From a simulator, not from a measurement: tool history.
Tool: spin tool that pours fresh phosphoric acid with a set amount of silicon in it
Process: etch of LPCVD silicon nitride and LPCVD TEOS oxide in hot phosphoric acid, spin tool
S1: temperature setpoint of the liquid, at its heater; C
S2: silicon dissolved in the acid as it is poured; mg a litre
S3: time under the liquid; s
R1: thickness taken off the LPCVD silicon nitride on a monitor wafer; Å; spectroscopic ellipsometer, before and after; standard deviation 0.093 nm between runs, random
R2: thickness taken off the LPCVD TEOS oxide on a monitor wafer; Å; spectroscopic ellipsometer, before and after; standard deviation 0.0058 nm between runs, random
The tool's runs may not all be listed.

| run | hour | S1 | S2 | S3 | R1 | R2 |
|---|---|---|---|---|---|---|
| 1 | 0 | 163 | 18.5 | 180 | 182 | 6.0027 |
| 2 | 5.3 | 162 | 24.5 | 160 | 158.1 | 4.0262 |
| 3 | 6.1 | 162 | 24.5 | 230 | 224.51 | 5.5902 |
| 4 | 10.6 | 162 | 24.5 | 170 | 167.41 | 4.2808 |
| 5 | 15.9 | 161.5 | 27.5 | 150 | 146.21 | 3.2343 |
| 6 | 22.8 | 161 | 29 | 140 | 134.28 | 2.7767 |

Forecast run 7:
| 7 | 27.6 | 160.5 | 30 | 135 | ? | ? |

Run 7 measured R1 126.74 Å, R2 2.6615 Å.
